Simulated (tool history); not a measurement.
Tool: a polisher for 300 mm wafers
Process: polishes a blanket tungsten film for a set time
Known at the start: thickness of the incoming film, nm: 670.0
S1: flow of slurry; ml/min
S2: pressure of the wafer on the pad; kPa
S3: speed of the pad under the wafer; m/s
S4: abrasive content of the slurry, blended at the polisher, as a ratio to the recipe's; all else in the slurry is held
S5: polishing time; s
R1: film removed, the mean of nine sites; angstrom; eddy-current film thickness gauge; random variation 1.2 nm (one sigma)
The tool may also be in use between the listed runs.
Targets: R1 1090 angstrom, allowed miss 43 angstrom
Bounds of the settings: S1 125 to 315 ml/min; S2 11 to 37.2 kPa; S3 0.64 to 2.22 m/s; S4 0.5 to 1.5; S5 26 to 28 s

Run 1, day 0: S1 205 ml/min, S2 24.1 kPa, S3 1.42 m/s, S4 1, S5 28 s. Result: R1 1637.8 angstrom.
Run 2, day 0.183: S1 175 ml/min, S2 24.1 kPa, S3 1.42 m/s, S4 1, S5 28 s. Result: R1 1617.8 angstrom.
Run 3, day 0.317: S1 175 ml/min, S2 21.4 kPa, S3 1.42 m/s, S4 1, S5 28 s. Result: R1 1468.4 angstrom.
Run 4, day 0.65: S1 175 ml/min, S2 21.4 kPa, S3 1.42 m/s, S4 1, S5 28 s. Result: R1 1433.1 angstrom.
Run 5, day 0.692: S1 175 ml/min, S2 21.4 kPa, S3 1.42 m/s, S4 1.15, S5 28 s. Result: R1 1536.9 angstrom.
Run 6, day 0.808: S1 175 ml/min, S2 19.3 kPa, S3 1.42 m/s, S4 1.15, S5 28 s. Result: R1 1404.9 angstrom.
At day 0.862: head pressure recalibrated.
Run 7, day 0.862: S1 175 ml/min, S2 17.2 kPa, S3 1.42 m/s, S4 1.15, S5 28 s. Result: R1 1208.1 angstrom.
Run 8, day 1.021: S1 175 ml/min, S2 16.5 kPa, S3 1.42 m/s, S4 1.15, S5 28 s. Result: R1 1159.8 angstrom.

5 next moves are on the table. One of them brings every result within its allowed miss. Which?
Run A, day 1.179: S1 125 ml/min, S2 15.2 kPa, S3 1.58 m/s, S4 1.35, S5 26 s. Result: R1 ?.
Run B, day 1.179: S1 150 ml/min, S2 19.3 kPa, S3 1.48 m/s, S4 1.1, S5 26 s. Result: R1 ?.
Run C, day 1.179: S1 215 ml/min, S2 18.6 kPa, S3 1.42 m/s, S4 1, S5 26 s. Result: R1 ?.
Run D, day 1.179: S1 175 ml/min, S2 17.2 kPa, S3 1.46 m/s, S4 1.2, S5 28 s. Result: R1 ?.
Run E, day 1.179: S1 165 ml/min, S2 21.4 kPa, S3 1.32 m/s, S4 1, S5 26 s. Result: R1 ?.

move      R1
   A  1083.9
   B  1210.4
   C  1161.2
   D  1220.1
   E  1170.3
A: meets every target
B: further off than the last run
C: as far off as the last run
D: further off than the last run
E: further off than the last run
The right move is A.
